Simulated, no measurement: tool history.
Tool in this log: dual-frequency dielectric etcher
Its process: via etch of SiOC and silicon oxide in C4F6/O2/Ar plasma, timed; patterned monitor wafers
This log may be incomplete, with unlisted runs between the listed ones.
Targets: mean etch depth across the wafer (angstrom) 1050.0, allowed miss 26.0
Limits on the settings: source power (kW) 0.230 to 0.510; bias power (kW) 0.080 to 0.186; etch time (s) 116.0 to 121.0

run	hour	source power (kW)	bias power (kW)	etch time (s)	mean etch depth across the wafer (angstrom)
1	0.0	0.370	0.133	116.0	1235.8
2	4.5	0.420	0.133	116.0	1288.1
3	9.6	0.450	0.133	116.0	1305.7
4	13.9	0.450	0.133	121.0	1372.2
5	17.8	0.410	0.120	120.0	1284.6
6	20.5	0.390	0.110	119.0	1237.4
7	26.7	0.360	0.103	118.5	1180.5
8	28.8	0.340	0.098	118.0	1133.8
9	35.8	0.330	0.096	118.0	1119.7
10	44.0	0.320	0.094	118.0	1094.7

Pick the move, out of 5, that brings all results within their allowed miss; only one does.
A	52.2	0.310	0.102	121.0	?
B	52.2	0.320	0.091	120.0	?
C	52.2	0.320	0.101	119.0	?
D	52.2	0.300	0.102	120.0	?
E	52.2	0.310	0.080	117.0	?

move	mean etch depth across the wafer (angstrom)
A	1120.2
B	1093.7
C	1110.3
D	1099.5
E	1026.8
A: misses by more than the last run did
B: neither nearer nor further off than the last run
C: misses by more than the last run did
D: misses by more than the last run did
E: all results land within tolerance of their targets
The move that meets every target is E.
